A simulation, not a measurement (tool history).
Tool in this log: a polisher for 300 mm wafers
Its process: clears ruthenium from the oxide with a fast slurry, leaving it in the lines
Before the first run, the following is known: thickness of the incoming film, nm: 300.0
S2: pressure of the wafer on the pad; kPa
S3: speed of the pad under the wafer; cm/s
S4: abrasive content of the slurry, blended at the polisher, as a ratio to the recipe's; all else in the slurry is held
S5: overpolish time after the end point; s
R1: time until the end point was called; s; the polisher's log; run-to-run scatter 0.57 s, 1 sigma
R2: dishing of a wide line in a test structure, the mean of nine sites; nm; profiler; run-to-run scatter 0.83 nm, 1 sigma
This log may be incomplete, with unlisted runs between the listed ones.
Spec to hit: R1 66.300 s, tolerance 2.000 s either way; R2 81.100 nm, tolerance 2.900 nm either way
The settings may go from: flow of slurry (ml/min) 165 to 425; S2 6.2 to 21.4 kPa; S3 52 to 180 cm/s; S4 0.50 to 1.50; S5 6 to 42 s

{"run": 1, "hour": 0.0, "flow of slurry (ml/min)": 275, "S2": 13.8, "S3": 116, "S4": 1.0, "S5": 21, "R1": 89.31, "R2": 49.876}
{"run": 2, "hour": 0.7, "flow of slurry (ml/min)": 270, "S2": 15.2, "S3": 116, "S4": 1.0, "S5": 23, "R1": 82.64, "R2": 56.952}
{"run": 3, "hour": 5.9, "flow of slurry (ml/min)": 270, "S2": 15.9, "S3": 116, "S4": 1.0, "S5": 25, "R1": 77.419, "R2": 61.155}
{"run": 4, "hour": 10.3, "flow of slurry (ml/min)": 225, "S2": 15.9, "S3": 116, "S4": 1.0, "S5": 25, "R1": 80.578, "R2": 61.022}
{"run": 5, "hour": 18.7, "flow of slurry (ml/min)": 225, "S2": 15.9, "S3": 126, "S4": 1.0, "S5": 25, "R1": 74.584, "R2": 64.715}
{"run": 6, "hour": 19.6, "flow of slurry (ml/min)": 225, "S2": 15.9, "S3": 98, "S4": 1.0, "S5": 25, "R1": 92.756, "R2": 55.468}
{"run": 7, "hour": 24.8, "flow of slurry (ml/min)": 235, "S2": 17.2, "S3": 98, "S4": 1.0, "S5": 27, "R1": 84.862, "R2": 62.208}
{"run": 8, "hour": 30.4, "flow of slurry (ml/min)": 245, "S2": 17.9, "S3": 98, "S4": 1.0, "S5": 28, "R1": 80.34, "R2": 65.379}
{"run": 9, "hour": 37.4, "flow of slurry (ml/min)": 250, "S2": 20.7, "S3": 100, "S4": 1.0, "S5": 31, "R1": 70.171, "R2": 76.022}

Exercise: of the 4 proposed moves below, exactly one satisfies all targets within the stated allowed misses. Which move is it?
{"run": "A", "hour": 44.4, "flow of slurry (ml/min)": 265, "S2": 21.4, "S3": 110, "S4": 0.95, "S5": 31, "R1": "?", "R2": "?"}
{"run": "B", "hour": 44.4, "flow of slurry (ml/min)": 240, "S2": 20.0, "S3": 110, "S4": 1.0, "S5": 33, "R1": "?", "R2": "?"}
{"run": "C", "hour": 44.4, "flow of slurry (ml/min)": 370, "S2": 21.4, "S3": 116, "S4": 0.85, "S5": 30, "R1": "?", "R2": "?"}
{"run": "D", "hour": 44.4, "flow of slurry (ml/min)": 165, "S2": 18.6, "S3": 106, "S4": 1.1, "S5": 27, "R1": "?", "R2": "?"}

move=A R1=63.675 R2=80.751
move=B R1=67.039 R2=81.226
move=C R1=62.533 R2=80.117
move=D R1=74.926 R2=67.706
A: takes the result that was furthest off past its target
B: every result within its allowed miss
C: takes the result that was furthest off past its target
D: its largest miss is bigger than the last run's
Move B is the one to make.
